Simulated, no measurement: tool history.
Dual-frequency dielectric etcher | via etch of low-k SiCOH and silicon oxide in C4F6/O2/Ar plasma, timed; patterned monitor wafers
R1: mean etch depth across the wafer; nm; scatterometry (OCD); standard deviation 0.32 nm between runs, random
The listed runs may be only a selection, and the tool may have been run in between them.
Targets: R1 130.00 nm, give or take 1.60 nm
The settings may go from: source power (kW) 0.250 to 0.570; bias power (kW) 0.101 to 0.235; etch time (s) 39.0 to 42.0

{"run": 1, "hour": 0.0, "source power (kW)": 0.41, "bias power (kW)": 0.168, "etch time (s)": 42.0, "R1": 118.09}
{"run": 2, "hour": 4.1, "source power (kW)": 0.43, "bias power (kW)": 0.169, "etch time (s)": 42.0, "R1": 120.67}
{"run": 3, "hour": 6.8, "source power (kW)": 0.43, "bias power (kW)": 0.14, "etch time (s)": 42.0, "R1": 114.47}
{"run": 4, "hour": 12.9, "source power (kW)": 0.46, "bias power (kW)": 0.141, "etch time (s)": 42.0, "R1": 118.78}
{"run": 5, "hour": 21.2, "source power (kW)": 0.48, "bias power (kW)": 0.142, "etch time (s)": 42.0, "R1": 121.59}
{"run": 6, "hour": 27.6, "source power (kW)": 0.49, "bias power (kW)": 0.143, "etch time (s)": 42.0, "R1": 122.89}
{"run": 7, "hour": 35.7, "source power (kW)": 0.5, "bias power (kW)": 0.143, "etch time (s)": 42.0, "R1": 124.3}
{"run": 8, "hour": 40.1, "source power (kW)": 0.51, "bias power (kW)": 0.143, "etch time (s)": 42.0, "R1": 125.61}
{"run": 9, "hour": 48.0, "source power (kW)": 0.51, "bias power (kW)": 0.143, "etch time (s)": 42.0, "R1": 125.26}
{"run": 10, "hour": 53.3, "source power (kW)": 0.52, "bias power (kW)": 0.143, "etch time (s)": 42.0, "R1": 126.88}
{"run": 11, "hour": 59.5, "source power (kW)": 0.52, "bias power (kW)": 0.143, "etch time (s)": 42.0, "R1": 126.85}

Which one of the following 5 next-run settings gets every result inside its allowed miss? There is exactly one.
{"run": "A", "hour": 65.7, "source power (kW)": 0.56, "bias power (kW)": 0.162, "etch time (s)": 40.0, "R1": "?"}
{"run": "B", "hour": 65.7, "source power (kW)": 0.56, "bias power (kW)": 0.126, "etch time (s)": 41.5, "R1": "?"}
{"run": "C", "hour": 65.7, "source power (kW)": 0.51, "bias power (kW)": 0.153, "etch time (s)": 40.0, "R1": "?"}
{"run": "D", "hour": 65.7, "source power (kW)": 0.57, "bias power (kW)": 0.16, "etch time (s)": 41.0, "R1": "?"}
{"run": "E", "hour": 65.7, "source power (kW)": 0.53, "bias power (kW)": 0.14, "etch time (s)": 41.5, "R1": "?"}

move=A R1=128.89
move=B R1=124.78
move=C R1=121.17
move=D R1=132.77
move=E R1=124.97
A: hits every target within its allowed miss
B: further off than the last run
C: further off than the last run
D: takes the result that was furthest off past its target
E: further off than the last run
Go with A: it meets all targets.
